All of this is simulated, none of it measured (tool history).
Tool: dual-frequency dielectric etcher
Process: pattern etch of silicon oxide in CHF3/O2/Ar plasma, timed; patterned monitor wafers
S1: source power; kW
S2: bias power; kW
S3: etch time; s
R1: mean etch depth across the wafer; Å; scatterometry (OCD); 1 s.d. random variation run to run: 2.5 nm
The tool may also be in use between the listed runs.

| run | day | S1 | S2 | S3 | R1 |
|---|---|---|---|---|---|
| 1 | 0.000 | 0.520 | 0.212 | 340.5 | 7204.6 |
| 2 | 0.125 | 0.520 | 0.212 | 340.5 | 7131.7 |
| 3 | 0.154 | 0.520 | 0.212 | 340.5 | 7207.3 |
| 4 | 0.454 | 0.520 | 0.227 | 340.5 | 7374.1 |
| 5 | 0.833 | 0.520 | 0.227 | 315.5 | 6868.0 |
| 6 | 1.217 | 0.520 | 0.227 | 315.5 | 6862.5 |
| 7 | 1.279 | 0.470 | 0.215 | 315.5 | 6388.0 |

Run 8 comes next. What will it give?
| 8 | 1.458 | 0.470 | 0.215 | 315.5 | ? |

Logged for run 8: R1 6403.9 Å.

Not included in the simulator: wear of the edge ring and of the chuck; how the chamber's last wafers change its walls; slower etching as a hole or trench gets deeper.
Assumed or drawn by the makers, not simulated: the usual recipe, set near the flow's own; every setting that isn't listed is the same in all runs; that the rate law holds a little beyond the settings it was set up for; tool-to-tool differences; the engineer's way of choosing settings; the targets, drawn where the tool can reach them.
